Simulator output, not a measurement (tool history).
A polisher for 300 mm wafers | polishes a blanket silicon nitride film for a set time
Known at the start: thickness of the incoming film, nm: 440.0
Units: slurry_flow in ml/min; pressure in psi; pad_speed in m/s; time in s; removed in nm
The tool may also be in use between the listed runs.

Run 1, hour 0: slurry_flow 135 ml/min, pressure 2.7 psi, pad_speed 0.88 m/s, time 56 s. Result: removed 76.281 nm.
Run 2, hour 7.9: slurry_flow 165 ml/min, pressure 2.7 psi, pad_speed 0.88 m/s, time 56 s. Result: removed 79.047 nm.
Run 3, hour 11.8: slurry_flow 165 ml/min, pressure 3.3 psi, pad_speed 0.88 m/s, time 56 s. Result: removed 94.173 nm.
Run 4, hour 12.6: slurry_flow 165 ml/min, pressure 3.3 psi, pad_speed 0.88 m/s, time 56 s. Result: removed 91.698 nm.
Run 5, hour 13.6: slurry_flow 185 ml/min, pressure 3.3 psi, pad_speed 0.88 m/s, time 56 s. Result: removed 96.152 nm.
Run 6, hour 21.5: slurry_flow 185 ml/min, pressure 3.3 psi, pad_speed 1.06 m/s, time 56 s. Result: removed 111.13 nm.
Run 7, hour 28.1: slurry_flow 185 ml/min, pressure 3.5 psi, pad_speed 1.06 m/s, time 56 s. Result: removed 116.37 nm.

Forecast run 8:
Run 8, hour 35.3: slurry_flow 190 ml/min, pressure 3.6 psi, pad_speed 1.06 m/s, time 56 s. Result: removed ?.

removed: 117.8 nm
